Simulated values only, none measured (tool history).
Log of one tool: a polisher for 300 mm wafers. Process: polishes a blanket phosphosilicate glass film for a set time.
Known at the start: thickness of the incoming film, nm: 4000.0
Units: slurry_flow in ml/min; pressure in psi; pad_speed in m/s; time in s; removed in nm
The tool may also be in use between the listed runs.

Run 1, hour 0.0: slurry_flow 155 ml/min, pressure 3.5 psi, pad_speed 1.28 m/s, slurry_solids 1.0, time 19 s. Result: removed 184.02 nm.
Run 2, hour 4.4: slurry_flow 155 ml/min, pressure 3.5 psi, pad_speed 1.28 m/s, slurry_solids 0.9, time 19 s. Result: removed 173.67 nm.
Run 3, hour 7.6: slurry_flow 150 ml/min, pressure 3.2 psi, pad_speed 1.28 m/s, slurry_solids 0.9, time 19 s. Result: removed 160.83 nm.
Run 4, hour 13.9: slurry_flow 150 ml/min, pressure 3.6 psi, pad_speed 1.28 m/s, slurry_solids 0.9, time 19 s. Result: removed 175.18 nm.
Run 5, hour 16.3: slurry_flow 140 ml/min, pressure 3.3 psi, pad_speed 1.28 m/s, slurry_solids 0.9, time 19 s. Result: removed 161.84 nm.
Run 6, hour 18.3: slurry_flow 140 ml/min, pressure 3.3 psi, pad_speed 1.28 m/s, slurry_solids 1.0, time 19 s. Result: removed 172.82 nm.
Run 7, hour 21.2: slurry_flow 135 ml/min, pressure 3.0 psi, pad_speed 1.28 m/s, slurry_solids 1.0, time 19 s. Result: removed 161.00 nm.
Run 8, hour 25.5: slurry_flow 130 ml/min, pressure 2.7 psi, pad_speed 1.28 m/s, slurry_solids 1.0, time 19 s. Result: removed 146.91 nm.
Run 9, hour 30.7: slurry_flow 125 ml/min, pressure 2.5 psi, pad_speed 1.28 m/s, slurry_solids 1.0, time 19 s. Result: removed 139.90 nm.
Run 10, hour 33.7: slurry_flow 125 ml/min, pressure 2.3 psi, pad_speed 1.28 m/s, slurry_solids 1.0, time 19 s. Result: removed 130.39 nm.
Run 11, hour 38.9: slurry_flow 125 ml/min, pressure 2.2 psi, pad_speed 1.28 m/s, slurry_solids 1.0, time 19 s. Result: removed 127.77 nm.
Run 12, hour 40.0: slurry_flow 125 ml/min, pressure 2.1 psi, pad_speed 1.28 m/s, slurry_solids 1.0, time 19 s. Result: removed 122.82 nm.

The next listed run, before its measurement:
Run 13, hour 48.0: slurry_flow 125 ml/min, pressure 2.1 psi, pad_speed 1.28 m/s, slurry_solids 1.0, time 19 s. Result: removed ?.

removed: 122.92 nm
